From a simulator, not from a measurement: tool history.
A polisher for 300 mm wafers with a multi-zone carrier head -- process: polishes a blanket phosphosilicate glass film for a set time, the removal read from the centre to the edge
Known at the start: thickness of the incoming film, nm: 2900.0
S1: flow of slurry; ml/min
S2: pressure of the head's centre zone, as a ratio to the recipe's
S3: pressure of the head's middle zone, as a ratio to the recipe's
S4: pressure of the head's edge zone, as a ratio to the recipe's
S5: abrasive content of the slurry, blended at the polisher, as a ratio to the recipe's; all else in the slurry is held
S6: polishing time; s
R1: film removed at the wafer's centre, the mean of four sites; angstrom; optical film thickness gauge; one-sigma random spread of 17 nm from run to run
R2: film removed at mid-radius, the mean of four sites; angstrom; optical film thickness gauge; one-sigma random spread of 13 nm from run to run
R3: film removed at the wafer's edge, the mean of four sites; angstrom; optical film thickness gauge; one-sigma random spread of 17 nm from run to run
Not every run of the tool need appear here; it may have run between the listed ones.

run,hour,S1,S2,S3,S4,S5,S6,R1,R2,R3
1,0.0,240,1.00,1.00,1.00,1.00,79,10402,10156,9826.2
2,4.0,245,1.02,1.01,1.03,1.10,79,10996,10719,10215.0
3,9.6,245,1.02,1.01,1.03,1.20,79,11513,11215,10611.0
4,14.3,245,1.02,1.01,1.06,1.20,79,11675,11286,10882.0
5,20.2,245,1.02,1.01,1.12,1.20,79,11583,11376,11040.0
6,25.1,250,1.03,1.01,1.13,1.25,79,12124,11383,11228.0

Expected results for the next run?
7,26.5,250,1.03,1.01,1.14,1.30,79,?,?,?

R1: 12165 angstrom
R2: 11469 angstrom
R3: 11440.0 angstrom

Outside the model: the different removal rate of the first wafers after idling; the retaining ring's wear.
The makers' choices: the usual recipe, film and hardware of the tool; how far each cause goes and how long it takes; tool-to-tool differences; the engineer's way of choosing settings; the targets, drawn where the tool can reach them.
